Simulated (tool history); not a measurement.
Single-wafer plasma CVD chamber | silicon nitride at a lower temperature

| run | hour | heater temperature setpoint (K) | chamber pressure (mTorr) | RF power (kW) | deposition time (s) | mean film thickness on the monitor wafer (angstrom) |
|---|---|---|---|---|---|---|
| 1 | 0 | 603.15 | 1540 | 0.405 | 36.2 | 455.9 |
| 2 | 4.9 | 603.15 | 1440 | 0.405 | 36.2 | 448.27 |
| 3 | 12.5 | 603.15 | 1440 | 0.44 | 36.2 | 467.68 |
| 4 | 17.5 | 594.15 | 1440 | 0.44 | 36.2 | 471.22 |
| 5 | 25 | 594.15 | 1390 | 0.43 | 36.2 | 459.96 |
| 6 | 28.7 | 594.15 | 1350 | 0.42 | 36.2 | 450.68 |

Forecast run 7:
| 7 | 33.7 | 594.15 | 1310 | 0.41 | 36.2 | ? |

{"run 7": {"mean film thickness on the monitor wafer (angstrom)": 442.12}}

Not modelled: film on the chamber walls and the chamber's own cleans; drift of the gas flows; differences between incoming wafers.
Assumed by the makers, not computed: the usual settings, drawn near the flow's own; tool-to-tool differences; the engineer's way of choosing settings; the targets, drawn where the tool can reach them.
